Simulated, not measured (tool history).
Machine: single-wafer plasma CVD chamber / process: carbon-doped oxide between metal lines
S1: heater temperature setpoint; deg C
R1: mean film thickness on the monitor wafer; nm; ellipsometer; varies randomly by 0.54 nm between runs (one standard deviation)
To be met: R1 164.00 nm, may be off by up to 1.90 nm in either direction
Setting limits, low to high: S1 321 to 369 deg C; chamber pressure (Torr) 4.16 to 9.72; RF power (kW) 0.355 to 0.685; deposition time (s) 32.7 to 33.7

run 1 hour=0.0 | S1=345 chamber_pressure_(Torr)=6.94 RF_power_(kW)=0.520 deposition_time_(s)=32.7 | R1=177.91
run 2 hour=9.0 | S1=351 chamber_pressure_(Torr)=6.94 RF_power_(kW)=0.520 deposition_time_(s)=32.7 | R1=175.59
run 3 hour=14.1 | S1=353 chamber_pressure_(Torr)=6.77 RF_power_(kW)=0.515 deposition_time_(s)=32.7 | R1=173.37
run 4 hour=20.1 | S1=346 chamber_pressure_(Torr)=6.77 RF_power_(kW)=0.515 deposition_time_(s)=32.7 | R1=175.93
run 5 hour=24.2 | S1=346 chamber_pressure_(Torr)=6.77 RF_power_(kW)=0.515 deposition_time_(s)=32.7 | R1=176.30
run 6 hour=31.1 | S1=356 chamber_pressure_(Torr)=6.77 RF_power_(kW)=0.515 deposition_time_(s)=32.7 | R1=171.16
run 7 hour=39.5 | S1=358 chamber_pressure_(Torr)=6.68 RF_power_(kW)=0.515 deposition_time_(s)=32.7 | R1=170.82
run 8 hour=45.0 | S1=359 chamber_pressure_(Torr)=6.59 RF_power_(kW)=0.515 deposition_time_(s)=32.7 | R1=169.42
-- hour=53.5 thermocouple changed; heater temperature recalibrated
run 9 hour=53.5 | S1=360 chamber_pressure_(Torr)=6.52 RF_power_(kW)=0.515 deposition_time_(s)=32.7 | R1=166.83

4 candidate next runs follow, results not yet known. Just one meets every target within its allowed miss. Identify it.
run A hour=62.0 | S1=360 chamber_pressure_(Torr)=6.56 RF_power_(kW)=0.520 deposition_time_(s)=33.0 | R1=?
run B hour=62.0 | S1=364 chamber_pressure_(Torr)=6.73 RF_power_(kW)=0.530 deposition_time_(s)=33.0 | R1=?
run C hour=62.0 | S1=363 chamber_pressure_(Torr)=7.04 RF_power_(kW)=0.540 deposition_time_(s)=32.7 | R1=?
run D hour=62.0 | S1=356 chamber_pressure_(Torr)=4.85 RF_power_(kW)=0.525 deposition_time_(s)=33.0 | R1=?

move=A R1=170.53
move=B R1=170.76
move=C R1=171.59
move=D R1=165.12
A: further off than the last run
B: further off than the last run
C: further off than the last run
D: every result within its allowed miss
So the answer is move D, the one that meets all the targets.

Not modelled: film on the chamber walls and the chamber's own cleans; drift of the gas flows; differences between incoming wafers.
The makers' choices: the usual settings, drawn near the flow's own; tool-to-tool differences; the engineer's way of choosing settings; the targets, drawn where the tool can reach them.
